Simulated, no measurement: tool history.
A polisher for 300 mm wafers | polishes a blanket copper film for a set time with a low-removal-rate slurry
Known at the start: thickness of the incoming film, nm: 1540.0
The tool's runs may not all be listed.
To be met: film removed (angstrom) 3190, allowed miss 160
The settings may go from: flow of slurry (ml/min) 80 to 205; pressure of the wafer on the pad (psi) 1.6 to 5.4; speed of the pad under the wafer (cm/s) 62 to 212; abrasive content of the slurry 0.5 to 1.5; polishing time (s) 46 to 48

run	hour	flow of slurry (ml/min)	pressure of the wafer on the pad (psi)	speed of the pad under the wafer (cm/s)	abrasive content of the slurry	polishing time (s)	film removed (angstrom)
1	0	135	3.5	136	1	46	2537.1
2	0.8	135	2.7	136	1	46	1929.2
3	8.2	105	2.7	136	1	46	1859.9
4	13.5	105	3.2	138	1	46	2212.2
5	15.3	110	3.5	140	1	46	2386.4
6	18.1	120	3.7	140	1	46	2563.6
7	23.7	125	3.9	140	1	46	2759.3
8	24.5	130	4	140	1	46	2792.5
9	27.9	130	4.2	140	1	46	2949.8

5 next moves are on the table. One of them brings every result within its allowed miss. Which?
A	31.3	100	4.3	134	1.05	46	?
B	31.3	110	4.5	146	0.85	48	?
C	31.3	145	4.4	110	1.2	46	?
D	31.3	110	4.8	150	1.05	48	?
E	31.3	160	4.1	122	0.75	47	?

move	film removed (angstrom)
A	2690.4
B	3090.2
C	2568.5
D	3551.2
E	2455.3
A: further off than the last run
B: meets every target
C: further off than the last run
D: takes the result that was furthest off past its target
E: further off than the last run
Move B is the one to make.

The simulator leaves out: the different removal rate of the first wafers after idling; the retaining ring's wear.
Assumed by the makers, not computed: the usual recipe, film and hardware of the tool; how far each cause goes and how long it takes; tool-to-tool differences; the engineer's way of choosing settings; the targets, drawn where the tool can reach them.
